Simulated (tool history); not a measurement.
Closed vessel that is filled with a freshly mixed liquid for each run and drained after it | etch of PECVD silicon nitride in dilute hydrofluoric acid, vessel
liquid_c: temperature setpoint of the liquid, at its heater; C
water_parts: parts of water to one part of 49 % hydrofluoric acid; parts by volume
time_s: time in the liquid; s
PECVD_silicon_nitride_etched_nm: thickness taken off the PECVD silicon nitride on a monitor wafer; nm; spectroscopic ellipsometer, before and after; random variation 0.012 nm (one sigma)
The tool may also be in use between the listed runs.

run,hour,liquid_c,water_parts,time_s,PECVD_silicon_nitride_etched_nm
1,0,22,90,125,2.0413
2,7.5,21.5,90,125,1.9617
3,8,21,90,125,1.9073
4,15.3,20.5,90,125,1.814
5,20.9,20,90,125,1.7782
6,23.9,20,60,125,2.6284
7,26.5,19.5,65,125,2.3414
8,34,19,65,125,2.2472
9,37.4,18,70,125,1.9347

The next listed run, before its measurement:
10,45.9,17.5,75,125,?

{"run 10": {"PECVD_silicon_nitride_etched_nm": 1.7894}}

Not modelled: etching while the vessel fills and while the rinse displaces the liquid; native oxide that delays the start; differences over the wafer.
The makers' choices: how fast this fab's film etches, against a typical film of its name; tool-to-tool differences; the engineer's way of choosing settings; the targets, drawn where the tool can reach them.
